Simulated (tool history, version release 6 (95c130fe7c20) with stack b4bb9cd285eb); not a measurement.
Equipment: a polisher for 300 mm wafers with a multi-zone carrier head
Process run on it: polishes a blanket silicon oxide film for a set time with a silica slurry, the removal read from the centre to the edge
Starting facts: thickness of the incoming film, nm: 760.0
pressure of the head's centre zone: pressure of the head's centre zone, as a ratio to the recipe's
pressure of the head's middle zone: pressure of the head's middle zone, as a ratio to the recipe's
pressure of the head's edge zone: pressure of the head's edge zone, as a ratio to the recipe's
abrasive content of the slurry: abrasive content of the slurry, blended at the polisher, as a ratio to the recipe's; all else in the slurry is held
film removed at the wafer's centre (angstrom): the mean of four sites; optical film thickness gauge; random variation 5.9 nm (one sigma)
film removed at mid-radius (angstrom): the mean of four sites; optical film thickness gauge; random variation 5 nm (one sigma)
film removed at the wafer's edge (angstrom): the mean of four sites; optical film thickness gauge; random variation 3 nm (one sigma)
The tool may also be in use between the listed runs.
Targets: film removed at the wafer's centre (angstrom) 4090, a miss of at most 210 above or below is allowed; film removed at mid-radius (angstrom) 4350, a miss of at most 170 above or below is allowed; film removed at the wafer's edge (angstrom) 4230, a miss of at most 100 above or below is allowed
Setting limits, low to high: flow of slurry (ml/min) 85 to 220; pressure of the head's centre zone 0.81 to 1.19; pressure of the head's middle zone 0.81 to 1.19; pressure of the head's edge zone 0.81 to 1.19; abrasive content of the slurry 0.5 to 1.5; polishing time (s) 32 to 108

run  hour  flow of slurry (ml/min)  pressure of the head's centre zone  pressure of the head's middle zone  pressure of the head's edge zone  abrasive content of the slurry  polishing time (s)  film removed at the wafer's centre (angstrom)  film removed at mid-radius (angstrom)  film removed at the wafer's edge (angstrom)
  1     0                      140                                   1                                   1                                 1                               1                  70                                         2792.2                                 2635.6                                       2550.9
  2   6.7                      145                                0.99                                1.01                              1.03                             1.1                  72                                         2952.1                                 2816.7                                       2736.5
  3    13                      150                                0.97                                1.02                              1.05                             1.2                  76                                         3135.6                                 3122.5                                       3035.1
  4  19.6                      150                                1.04                                1.02                              1.05                             1.2                  76                                           3235                                 3111.8                                       3032.9
  5  28.1                      150                                1.09                                1.02                              1.05                             1.2                  76                                         3476.9                                 3057.2                                       3085.7
  6  36.6                      155                                1.07                                1.04                              1.07                            1.25                  78                                         3546.1                                 3273.8                                       3235.4
  7  43.2                      160                                1.05                                1.05                              1.09                             1.3                  80                                         3668.3                                 3562.5                                       3389.9
  8  46.2                      155                                0.95                                0.99                              1.19                             1.5                  91                                         4029.4                                 3901.1                                       4175.3
     54.9  -- edge zone pressure recalibrated
  9  54.9                      160                                0.95                                1.01                              1.19                             1.5                  91                                         4215.4                                 4045.8                                       4501.9

Next run, 4 choices. One meets every target within its allowed miss, the rest don't. Which?
  A  63.6                      220                                0.98                                0.92                              1.19                             1.5                  89                                              ?                                      ?                                            ?
  B  63.6                      140                                1.02                                1.11                              1.01                             1.5                 100                                              ?                                      ?                                            ?
  C  63.6                      135                                0.93                                 1.1                              1.03                             1.5                  95                                              ?                                      ?                                            ?
  D  63.6                      165                                0.89                                1.19                                 1                             1.4                  96                                              ?                                      ?                                            ?

move  film removed at the wafer's centre (angstrom)  film removed at mid-radius (angstrom)  film removed at the wafer's edge (angstrom)
   A                                         4305.3                                 3825.9                                       4579.5
   B                                         4554.6                                 4635.7                                       4458.2
   C                                         4022.9                                 4335.8                                       4251.3
   D                                         4051.4                                 4775.8                                       4264.7
A: the biggest miss grows against the last run
B: moves toward the targets from the last run without getting all of them in spec
C: each result inside its tolerance
D: brings the result that was furthest off to its target, and leaves another outside
C is the move that brings every result within its allowed miss.

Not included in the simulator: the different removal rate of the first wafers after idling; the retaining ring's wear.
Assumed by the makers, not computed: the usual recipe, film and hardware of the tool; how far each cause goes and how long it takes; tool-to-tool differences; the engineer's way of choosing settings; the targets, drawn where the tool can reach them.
